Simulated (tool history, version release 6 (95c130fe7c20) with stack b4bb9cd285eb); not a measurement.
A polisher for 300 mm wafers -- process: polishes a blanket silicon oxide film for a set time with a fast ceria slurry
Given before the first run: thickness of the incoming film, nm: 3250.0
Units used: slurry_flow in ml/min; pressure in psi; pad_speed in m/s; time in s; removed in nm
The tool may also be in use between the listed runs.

Run 1, hour 0.0: slurry_flow 310 ml/min, pressure 2.2 psi, pad_speed 0.76 m/s, time 84 s. Result: removed 797.53 nm.
Run 2, hour 6.9: slurry_flow 310 ml/min, pressure 1.7 psi, pad_speed 0.76 m/s, time 84 s. Result: removed 628.58 nm.
Run 3, hour 9.8: slurry_flow 310 ml/min, pressure 1.7 psi, pad_speed 0.76 m/s, time 88 s. Result: removed 664.27 nm.
Run 4, hour 16.5: slurry_flow 310 ml/min, pressure 1.8 psi, pad_speed 0.76 m/s, time 88 s. Result: removed 684.05 nm.
Run 5, hour 23.1: slurry_flow 310 ml/min, pressure 1.8 psi, pad_speed 0.76 m/s, time 88 s. Result: removed 675.50 nm.
Run 6, hour 23.8: slurry_flow 310 ml/min, pressure 1.9 psi, pad_speed 0.76 m/s, time 88 s. Result: removed 721.53 nm.

Run 7, settings as shown, results not yet in. Your forecast:
Run 7, hour 27.2: slurry_flow 310 ml/min, pressure 2.0 psi, pad_speed 0.76 m/s, time 88 s. Result: removed ?.

Logged for run 7: removed 762.03 nm.

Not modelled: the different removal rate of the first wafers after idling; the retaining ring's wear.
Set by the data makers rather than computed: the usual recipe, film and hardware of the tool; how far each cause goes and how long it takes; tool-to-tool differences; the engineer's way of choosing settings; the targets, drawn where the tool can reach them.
